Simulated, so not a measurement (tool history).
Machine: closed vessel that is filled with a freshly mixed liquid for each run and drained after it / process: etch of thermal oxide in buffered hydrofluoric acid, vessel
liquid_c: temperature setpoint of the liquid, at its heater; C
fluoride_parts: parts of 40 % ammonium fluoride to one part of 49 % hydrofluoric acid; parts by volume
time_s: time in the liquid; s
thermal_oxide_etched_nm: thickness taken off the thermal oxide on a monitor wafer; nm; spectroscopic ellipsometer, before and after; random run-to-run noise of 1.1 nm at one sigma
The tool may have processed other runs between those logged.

run,hour,liquid_c,fluoride_parts,time_s,thermal_oxide_etched_nm
1,0,24,14,95,83.66
2,6.8,24,14,100,87.324
3,11.1,26.5,14,100,100.27
4,13.6,26.5,14,95,95.544
5,15.4,28.5,13.5,95,109.2
6,21,29.5,13,95,120.95
7,22.9,30.5,13,95,124.96

Run 8 comes next. What will it give?
8,29.9,31,13,95,?

Run 8 yielded thermal_oxide_etched_nm 128.56 nm.

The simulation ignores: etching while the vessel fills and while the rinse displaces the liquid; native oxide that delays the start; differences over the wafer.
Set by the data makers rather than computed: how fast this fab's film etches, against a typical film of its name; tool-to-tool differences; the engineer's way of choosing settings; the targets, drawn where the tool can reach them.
